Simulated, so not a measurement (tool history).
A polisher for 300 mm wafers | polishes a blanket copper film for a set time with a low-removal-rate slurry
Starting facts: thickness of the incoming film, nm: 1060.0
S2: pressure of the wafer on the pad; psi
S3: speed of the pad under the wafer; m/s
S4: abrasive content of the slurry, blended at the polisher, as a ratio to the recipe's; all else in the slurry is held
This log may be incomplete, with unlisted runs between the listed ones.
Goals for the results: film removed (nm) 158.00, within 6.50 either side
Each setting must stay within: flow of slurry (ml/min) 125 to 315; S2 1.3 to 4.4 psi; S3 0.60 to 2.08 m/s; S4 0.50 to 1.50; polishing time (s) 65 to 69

{"run": 1, "day": 0.0, "flow of slurry (ml/min)": 205, "S2": 2.8, "S3": 1.34, "S4": 1.0, "polishing time (s)": 65, "film removed (nm)": 217.24}
{"run": 2, "day": 0.154, "flow of slurry (ml/min)": 205, "S2": 2.8, "S3": 1.34, "S4": 0.85, "polishing time (s)": 65, "film removed (nm)": 212.57}
{"run": 3, "day": 0.242, "flow of slurry (ml/min)": 205, "S2": 3.3, "S3": 1.34, "S4": 0.85, "polishing time (s)": 65, "film removed (nm)": 234.39}
{"run": 4, "day": 0.333, "flow of slurry (ml/min)": 205, "S2": 3.3, "S3": 1.34, "S4": 0.65, "polishing time (s)": 65, "film removed (nm)": 227.59}
{"run": 5, "day": 0.55, "flow of slurry (ml/min)": 205, "S2": 3.0, "S3": 1.32, "S4": 0.65, "polishing time (s)": 65, "film removed (nm)": 206.6}
{"run": 6, "day": 0.7, "flow of slurry (ml/min)": 205, "S2": 2.8, "S3": 1.32, "S4": 0.65, "polishing time (s)": 65, "film removed (nm)": 194.52}
{"run": 7, "day": 0.992, "flow of slurry (ml/min)": 205, "S2": 2.8, "S3": 1.32, "S4": 0.65, "polishing time (s)": 65, "film removed (nm)": 198.54}
{"run": 8, "day": 1.229, "flow of slurry (ml/min)": 205, "S2": 2.6, "S3": 1.32, "S4": 0.65, "polishing time (s)": 65, "film removed (nm)": 186.25}
{"run": 9, "day": 1.275, "flow of slurry (ml/min)": 205, "S2": 2.5, "S3": 1.32, "S4": 0.65, "polishing time (s)": 65, "film removed (nm)": 182.4}

Which one of the following 5 next-run settings gets every result inside its allowed miss? There is exactly one.
{"run": "A", "day": 1.321, "flow of slurry (ml/min)": 205, "S2": 2.1, "S3": 1.36, "S4": 0.7, "polishing time (s)": 68, "film removed (nm)": "?"}
{"run": "B", "day": 1.321, "flow of slurry (ml/min)": 200, "S2": 2.7, "S3": 1.44, "S4": 0.8, "polishing time (s)": 69, "film removed (nm)": "?"}
{"run": "C", "day": 1.321, "flow of slurry (ml/min)": 260, "S2": 1.9, "S3": 1.28, "S4": 0.6, "polishing time (s)": 68, "film removed (nm)": "?"}
{"run": "D", "day": 1.321, "flow of slurry (ml/min)": 255, "S2": 2.7, "S3": 1.28, "S4": 0.6, "polishing time (s)": 65, "film removed (nm)": "?"}
{"run": "E", "day": 1.321, "flow of slurry (ml/min)": 170, "S2": 2.2, "S3": 1.36, "S4": 0.65, "polishing time (s)": 67, "film removed (nm)": "?"}

move=A film_removed_(nm)=175.77
move=B film_removed_(nm)=226.49
move=C film_removed_(nm)=157.52
move=D film_removed_(nm)=190.94
move=E film_removed_(nm)=170.99
A: nearer than the last run, and not there yet
B: moves away from the targets compared with the last run
C: meets every target
D: moves away from the targets compared with the last run
E: nearer than the last run, and not there yet
Correct choice: C, which meets every target
